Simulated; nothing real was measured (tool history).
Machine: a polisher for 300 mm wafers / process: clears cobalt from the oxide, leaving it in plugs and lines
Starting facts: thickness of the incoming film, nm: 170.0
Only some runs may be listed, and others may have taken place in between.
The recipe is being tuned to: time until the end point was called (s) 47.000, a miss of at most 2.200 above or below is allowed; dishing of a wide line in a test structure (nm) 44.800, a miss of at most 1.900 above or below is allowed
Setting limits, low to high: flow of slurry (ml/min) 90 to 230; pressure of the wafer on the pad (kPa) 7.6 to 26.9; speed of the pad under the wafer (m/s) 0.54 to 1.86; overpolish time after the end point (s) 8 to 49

run  hour  flow of slurry (ml/min)  pressure of the wafer on the pad (kPa)  speed of the pad under the wafer (m/s)  overpolish time after the end point (s)  time until the end point was called (s)  dishing of a wide line in a test structure (nm)
  1   0.0                      150                                    17.2                                    1.18                                       25                                   25.429                                           55.734
  2   7.0                      150                                    17.2                                    1.08                                       25                                   27.961                                           55.252
  3   8.2                      150                                    17.2                                    0.84                                       25                                   35.314                                           54.379
  4   9.1                      150                                    14.5                                    0.84                                       25                                   42.104                                           51.437
     15.7  -- worn pad replaced by a new one
  5  15.7                      150                                    14.5                                    0.84                                       18                                   37.627                                           46.310
  6  22.0                      150                                    13.8                                    0.84                                       18                                   39.841                                           45.380
  7  23.8                      150                                    12.4                                    0.82                                       19                                   45.410                                           44.605
  8  25.6                      150                                    12.4                                    0.82                                       20                                   44.395                                           45.434

5 next moves are on the table. One of them brings every result within its allowed miss. Which?
  A  27.4                      135                                    13.8                                    0.78                                       23                                        ?                                                ?
  B  27.4                      120                                    16.5                                    0.70                                       18                                        ?                                                ?
  C  27.4                      205                                     7.6                                    1.12                                       20                                        ?                                                ?
  D  27.4                      160                                    13.8                                    0.84                                       16                                        ?                                                ?
  E  27.4                      160                                     9.7                                    1.12                                       17                                        ?                                                ?

move  time until the end point was called (s)  dishing of a wide line in a test structure (nm)
   A                                   43.718                                           47.218
   B                                   42.684                                           42.985
   C                                   45.934                                           43.703
   D                                   39.411                                           42.211
   E                                   39.791                                           43.241
A: further off than the last run
B: further off than the last run
C: meets every target
D: further off than the last run
E: further off than the last run
Go with C: it meets all targets.

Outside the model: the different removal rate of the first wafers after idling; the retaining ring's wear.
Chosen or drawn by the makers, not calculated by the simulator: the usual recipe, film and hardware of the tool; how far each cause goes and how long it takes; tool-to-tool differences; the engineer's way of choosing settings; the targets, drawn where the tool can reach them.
